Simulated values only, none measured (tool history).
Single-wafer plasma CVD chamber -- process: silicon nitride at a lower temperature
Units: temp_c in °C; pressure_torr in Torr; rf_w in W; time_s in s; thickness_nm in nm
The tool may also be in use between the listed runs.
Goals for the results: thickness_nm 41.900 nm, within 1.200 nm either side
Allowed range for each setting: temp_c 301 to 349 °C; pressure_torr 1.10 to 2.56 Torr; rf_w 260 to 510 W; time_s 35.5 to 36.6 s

run 1 hour=0.0 | temp_c=325 pressure_torr=1.83 rf_w=385 time_s=35.5 | thickness_nm=49.201
run 2 hour=3.3 | temp_c=325 pressure_torr=1.83 rf_w=385 time_s=36.6 | thickness_nm=50.180
run 3 hour=5.6 | temp_c=325 pressure_torr=1.74 rf_w=370 time_s=36.4 | thickness_nm=47.787
run 4 hour=13.3 | temp_c=325 pressure_torr=1.43 rf_w=370 time_s=36.4 | thickness_nm=45.113
run 5 hour=14.1 | temp_c=325 pressure_torr=1.38 rf_w=365 time_s=36.4 | thickness_nm=44.014
-- hour=22.6 thermocouple changed; heater temperature recalibrated
run 6 hour=22.6 | temp_c=325 pressure_torr=1.34 rf_w=365 time_s=36.4 | thickness_nm=43.834
run 7 hour=30.6 | temp_c=325 pressure_torr=1.30 rf_w=365 time_s=36.4 | thickness_nm=43.276
run 8 hour=35.7 | temp_c=325 pressure_torr=1.27 rf_w=365 time_s=36.4 | thickness_nm=43.315

Of the 5 settings listed for the next run, only one would bring every result within its allowed miss of target. Which one?
run A hour=40.8 | temp_c=318 pressure_torr=1.10 rf_w=355 time_s=35.5 | thickness_nm=?
run B hour=40.8 | temp_c=328 pressure_torr=1.10 rf_w=355 time_s=35.5 | thickness_nm=?
run C hour=40.8 | temp_c=326 pressure_torr=1.10 rf_w=360 time_s=35.5 | thickness_nm=?
run D hour=40.8 | temp_c=321 pressure_torr=1.29 rf_w=340 time_s=35.5 | thickness_nm=?
run E hour=40.8 | temp_c=333 pressure_torr=1.19 rf_w=355 time_s=36.6 | thickness_nm=?

move=A thickness_nm=39.215
move=B thickness_nm=39.096
move=C thickness_nm=39.669
move=D thickness_nm=39.107
move=E thickness_nm=41.104
A: the result that was furthest off in the last run now lies on the other side of its target
B: the result that was furthest off in the last run now lies on the other side of its target
C: the result that was furthest off in the last run now lies on the other side of its target
D: the result that was furthest off in the last run now lies on the other side of its target
E: meets every target
E is the move that brings every result within its allowed miss.

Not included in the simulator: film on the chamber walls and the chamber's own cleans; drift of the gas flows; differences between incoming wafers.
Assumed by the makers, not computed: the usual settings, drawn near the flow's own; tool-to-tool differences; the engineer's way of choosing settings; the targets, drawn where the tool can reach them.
